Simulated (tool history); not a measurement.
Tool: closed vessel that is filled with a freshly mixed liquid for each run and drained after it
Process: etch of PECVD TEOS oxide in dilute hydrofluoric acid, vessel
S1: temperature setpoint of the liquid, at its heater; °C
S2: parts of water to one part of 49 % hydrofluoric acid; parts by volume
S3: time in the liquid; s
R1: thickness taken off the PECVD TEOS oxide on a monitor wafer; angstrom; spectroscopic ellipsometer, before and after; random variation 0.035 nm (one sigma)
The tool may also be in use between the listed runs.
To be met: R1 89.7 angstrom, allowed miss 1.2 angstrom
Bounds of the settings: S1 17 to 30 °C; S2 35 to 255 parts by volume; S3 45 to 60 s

| run | hour | S1 | S2 | S3 | R1 |
|---|---|---|---|---|---|
| 1 | 0 | 22 | 145 | 60 | 107.83 |
| 2 | 4.6 | 21.5 | 145 | 60 | 106.74 |
| 3 | 5.7 | 21.5 | 145 | 60 | 106.12 |
| 4 | 10.4 | 21 | 145 | 60 | 104.71 |
| 5 | 17.1 | 20.5 | 145 | 60 | 101.97 |
| 6 | 19.7 | 20.5 | 180 | 60 | 79.663 |
| 7 | 28.7 | 20.5 | 180 | 60 | 79.553 |
| 8 | 30.6 | 21 | 180 | 60 | 79.939 |
| 9 | 37.5 | 21.5 | 180 | 60 | 82.139 |
| 10 | 42.9 | 23 | 180 | 60 | 86.952 |

Which of these 4 next moves meets every target?
| A | 48.3 | 23 | 185 | 60 | ? |
| B | 48.3 | 20.5 | 130 | 45 | ? |
| C | 48.3 | 22 | 165 | 60 | ? |
| D | 48.3 | 22.5 | 160 | 55 | ? |

| move | R1 |
|---|---|
| A | 84.153 |
| B | 86.854 |
| C | 92.946 |
| D | 90.048 |
A: further off than the last run
B: as far off as the last run
C: takes the result that was furthest off past its target
D: meets every target
Answer: D

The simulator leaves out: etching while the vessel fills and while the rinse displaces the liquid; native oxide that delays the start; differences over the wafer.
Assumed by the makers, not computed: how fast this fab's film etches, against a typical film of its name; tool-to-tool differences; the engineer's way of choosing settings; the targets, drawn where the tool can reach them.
